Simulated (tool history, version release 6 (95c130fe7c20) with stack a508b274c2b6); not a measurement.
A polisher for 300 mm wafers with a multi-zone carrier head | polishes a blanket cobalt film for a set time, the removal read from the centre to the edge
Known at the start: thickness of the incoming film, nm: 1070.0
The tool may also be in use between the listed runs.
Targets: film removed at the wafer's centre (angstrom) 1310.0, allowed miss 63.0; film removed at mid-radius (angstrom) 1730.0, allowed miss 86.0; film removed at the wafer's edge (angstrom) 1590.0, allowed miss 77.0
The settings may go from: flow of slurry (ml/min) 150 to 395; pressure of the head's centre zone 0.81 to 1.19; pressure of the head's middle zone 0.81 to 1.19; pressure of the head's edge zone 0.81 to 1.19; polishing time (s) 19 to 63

run,hour,flow of slurry (ml/min),pressure of the head's centre zone,pressure of the head's middle zone,pressure of the head's edge zone,polishing time (s),film removed at the wafer's centre (angstrom),film removed at mid-radius (angstrom),film removed at the wafer's edge (angstrom)
1,0.0,250,1.00,1.00,1.00,41,2167.4,2187.9,2183.8
2,5.4,250,1.00,1.00,0.96,41,2197.6,2254.0,2217.1
3,11.0,245,0.96,1.02,0.96,38,1944.1,2047.2,2008.4
4,15.3,215,0.96,1.02,0.96,38,1939.5,2112.6,1988.6
5,23.3,210,0.92,1.04,0.99,36,1714.9,1979.4,1883.9
6,27.2,210,0.92,1.04,0.99,41,1936.8,2263.3,2205.8
7,31.4,205,0.90,1.05,0.99,38,1766.7,2150.9,1973.8
8,38.7,205,0.88,1.04,1.00,36,1589.5,1948.1,1901.1
9,39.4,200,0.87,1.05,0.99,35,1549.2,1869.1,1817.4
10,47.4,205,0.81,1.14,1.00,29,1207.5,1705.4,1529.7
11,52.2,205,0.82,1.13,1.01,29,1262.8,1697.4,1555.4
12,54.0,210,0.83,1.13,1.02,29,1256.5,1715.1,1559.5

Which of these 5 next moves meets every target?
A,55.8,220,0.83,0.98,1.09,30,?,?,?
B,55.8,235,0.89,1.17,1.13,28,?,?,?
C,55.8,210,0.82,1.19,1.00,28,?,?,?
D,55.8,255,0.94,1.09,0.93,29,?,?,?
E,55.8,195,0.81,1.08,1.12,31,?,?,?

move,film removed at the wafer's centre (angstrom),film removed at mid-radius (angstrom),film removed at the wafer's edge (angstrom)
A,1294.6,1549.5,1699.8
B,1313.3,1698.9,1623.8
C,1185.2,1694.5,1508.0
D,1456.0,1675.7,1544.1
E,1276.8,1704.2,1753.0
A: brings the result that was furthest off to its target, and leaves another outside
B: meets every target
C: further off than the last run
D: takes the result that was furthest off past its target
E: brings the result that was furthest off to its target, and leaves another outside
Answer: B
